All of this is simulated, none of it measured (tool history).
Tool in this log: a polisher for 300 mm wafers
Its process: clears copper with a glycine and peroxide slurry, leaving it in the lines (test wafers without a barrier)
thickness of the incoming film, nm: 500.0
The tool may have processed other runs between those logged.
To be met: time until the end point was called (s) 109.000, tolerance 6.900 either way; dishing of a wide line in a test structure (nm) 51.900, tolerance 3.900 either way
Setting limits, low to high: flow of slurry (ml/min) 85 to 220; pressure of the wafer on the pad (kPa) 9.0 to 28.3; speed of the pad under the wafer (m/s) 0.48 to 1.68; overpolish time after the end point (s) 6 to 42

run,hour,flow of slurry (ml/min),pressure of the wafer on the pad (kPa),speed of the pad under the wafer (m/s),overpolish time after the end point (s),time until the end point was called (s),dishing of a wide line in a test structure (nm)
1,0.0,140,18.6,1.08,21,91.276,74.081
2,4.1,140,18.6,1.22,21,82.950,80.333
3,6.4,140,17.2,1.20,20,90.274,71.229
4,13.4,140,16.5,1.20,19,93.656,68.692
5,18.5,140,19.3,1.20,19,80.767,76.717
6,22.3,140,17.9,1.20,18,87.281,70.336
7,24.8,140,17.2,1.20,17,90.109,62.948
8,26.9,140,17.2,1.20,17,87.324,64.648
9,29.5,140,16.5,1.20,17,90.560,61.632
10,37.5,140,15.9,1.20,17,93.247,62.956
11,40.8,140,15.2,1.20,17,98.211,58.600

5 candidate next runs follow, results not yet known. Just one meets every target within its allowed miss. Identify it.
A,44.1,105,20.0,0.86,13,?,?
B,44.1,130,11.0,1.14,20,?,?
C,44.1,165,14.5,0.94,15,?,?
D,44.1,140,12.4,1.08,15,?,?
E,44.1,125,10.3,1.62,17,?,?

move,time until the end point was called (s),dishing of a wide line in a test structure (nm)
A,107.470,43.645
B,131.740,51.400
C,119.300,44.574
D,123.900,42.711
E,106.070,52.861
A: the result that was furthest off in the last run now lies on the other side of its target
B: puts the biggest miss on target and leaves a different result outside tolerance
C: the result that was furthest off in the last run now lies on the other side of its target
D: the result that was furthest off in the last run now lies on the other side of its target
E: meets every target
Go with E: it meets all targets.
